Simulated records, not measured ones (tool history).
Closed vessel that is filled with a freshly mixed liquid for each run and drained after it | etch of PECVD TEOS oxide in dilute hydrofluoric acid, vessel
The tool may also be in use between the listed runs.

run  hour  temperature setpoint of the liquid (K)  parts of water to one part of 49 % hydrofluoric acid (parts by volume)  time in the liquid (s)  thickness taken off the PECVD TEOS oxide on a monitor wafer (angstrom)
  1   0.0                                  296.15                                                                      90                      30                                                                  65.005
  2   2.1                                  297.65                                                                      80                      30                                                                  77.205
  3   8.1                                  298.65                                                                      70                      30                                                                  94.842
  4   9.9                                  298.65                                                                      70                      30                                                                  95.214
  5  16.0                                  295.65                                                                      70                      30                                                                  84.202
  6  20.4                                  297.15                                                                      60                      30                                                                 104.610
  7  25.7                                  298.15                                                                      55                      30                                                                 120.770
  8  34.1                                  299.15                                                                      50                      30                                                                 139.510
  9  35.0                                  300.15                                                                      45                      30                                                                 162.270
 10  37.4                                  300.65                                                                      45                      30                                                                 165.420

Forecast run 11:
 11  44.9                                  301.15                                                                      45                      30                                                                       ?

For run 11 the tool returned thickness taken off the PECVD TEOS oxide on a monitor wafer (angstrom) 166.130.

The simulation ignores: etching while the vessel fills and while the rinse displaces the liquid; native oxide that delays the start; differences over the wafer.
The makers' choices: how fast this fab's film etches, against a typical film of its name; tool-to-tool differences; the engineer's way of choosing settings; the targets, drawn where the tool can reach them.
